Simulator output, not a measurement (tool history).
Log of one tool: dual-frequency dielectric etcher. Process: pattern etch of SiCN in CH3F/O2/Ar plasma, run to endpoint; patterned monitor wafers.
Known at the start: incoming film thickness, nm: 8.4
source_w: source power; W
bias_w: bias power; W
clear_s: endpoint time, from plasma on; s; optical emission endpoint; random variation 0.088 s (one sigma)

run  hour  source_w  bias_w  clear_s
  1   0.0       390      70   25.363
  2   3.7       410      70   25.279
  3   6.3       410      65   25.464
  4  13.2       430      66   24.994
  5  17.9       400      66   25.713
  6  26.7       420      67   25.127
  7  32.9       440      68   24.733
  8  38.4       450      69   24.475

The next listed run, before its measurement:
  9  44.0       530      73        ?

Run 9 gave clear_s 22.836 s.

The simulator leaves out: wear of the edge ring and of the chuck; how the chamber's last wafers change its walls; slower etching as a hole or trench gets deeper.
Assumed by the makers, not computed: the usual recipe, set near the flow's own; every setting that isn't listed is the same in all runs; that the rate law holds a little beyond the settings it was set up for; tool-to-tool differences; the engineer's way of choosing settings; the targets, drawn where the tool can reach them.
